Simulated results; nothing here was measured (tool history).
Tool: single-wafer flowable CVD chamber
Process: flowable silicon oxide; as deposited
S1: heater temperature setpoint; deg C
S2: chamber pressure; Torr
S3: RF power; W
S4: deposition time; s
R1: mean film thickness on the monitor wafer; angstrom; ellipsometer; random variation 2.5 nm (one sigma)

run	day	S1	S2	S3	S4	R1
1	0	100	0.587	2460	753	2786.1
2	0.129	100	0.587	2170	753	2698.5
3	0.35	98	0.587	2170	753	2919.1
4	0.471	91	0.587	2170	753	3794.7
5	0.625	90	0.587	2170	753	3932.1
6	0.958	90	0.587	2170	753	3946.8
7	1.246	89	0.587	2170	753	4109.2

What does the tool deliver on the next run?
8	1.438	89	0.587	2170	753	?

R1: 4064.3 angstrom
